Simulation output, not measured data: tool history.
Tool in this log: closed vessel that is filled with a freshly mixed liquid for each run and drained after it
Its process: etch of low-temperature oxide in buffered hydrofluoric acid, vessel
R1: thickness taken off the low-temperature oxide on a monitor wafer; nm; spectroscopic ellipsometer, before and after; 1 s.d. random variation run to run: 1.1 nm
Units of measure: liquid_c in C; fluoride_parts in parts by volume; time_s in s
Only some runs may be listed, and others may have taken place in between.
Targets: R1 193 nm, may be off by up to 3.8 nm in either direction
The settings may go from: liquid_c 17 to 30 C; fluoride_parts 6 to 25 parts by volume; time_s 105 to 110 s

Run 1, hour 0: liquid_c 22 C, fluoride_parts 15.5 parts by volume, time_s 105 s. Result: R1 305.95 nm.
Run 2, hour 6.8: liquid_c 23.5 C, fluoride_parts 15.5 parts by volume, time_s 105 s. Result: R1 327.62 nm.
Run 3, hour 15.5: liquid_c 23.5 C, fluoride_parts 12 parts by volume, time_s 105 s. Result: R1 425.51 nm.
Run 4, hour 16.8: liquid_c 25 C, fluoride_parts 12 parts by volume, time_s 105 s. Result: R1 464.47 nm.
Run 5, hour 20.9: liquid_c 25 C, fluoride_parts 12 parts by volume, time_s 110 s. Result: R1 482.96 nm.
Run 6, hour 23.1: liquid_c 22 C, fluoride_parts 12 parts by volume, time_s 110 s. Result: R1 408.46 nm.
Run 7, hour 30.4: liquid_c 20.5 C, fluoride_parts 14 parts by volume, time_s 110 s. Result: R1 323.94 nm.
Run 8, hour 33.4: liquid_c 19.5 C, fluoride_parts 15 parts by volume, time_s 110 s. Result: R1 287.4 nm.
Run 9, hour 36.2: liquid_c 17 C, fluoride_parts 20 parts by volume, time_s 110 s. Result: R1 187.07 nm.

Consider the 4 candidate settings below. Which is the only one whose results all fall within their allowed miss of target?
Run A, hour 39: liquid_c 17 C, fluoride_parts 20 parts by volume, time_s 105 s. Result: R1 ?.
Run B, hour 39: liquid_c 17 C, fluoride_parts 18.5 parts by volume, time_s 105 s. Result: R1 ?.
Run C, hour 39: liquid_c 18.5 C, fluoride_parts 23 parts by volume, time_s 105 s. Result: R1 ?.
Run D, hour 39: liquid_c 18 C, fluoride_parts 22 parts by volume, time_s 110 s. Result: R1 ?.

move      R1
   A  178.62
   B  192.94
   C  176.66
   D   185.5
A: its largest miss is bigger than the last run's
B: in spec on every target
C: its largest miss is bigger than the last run's
D: its largest miss is bigger than the last run's
So the answer is move B, the one that meets all the targets.

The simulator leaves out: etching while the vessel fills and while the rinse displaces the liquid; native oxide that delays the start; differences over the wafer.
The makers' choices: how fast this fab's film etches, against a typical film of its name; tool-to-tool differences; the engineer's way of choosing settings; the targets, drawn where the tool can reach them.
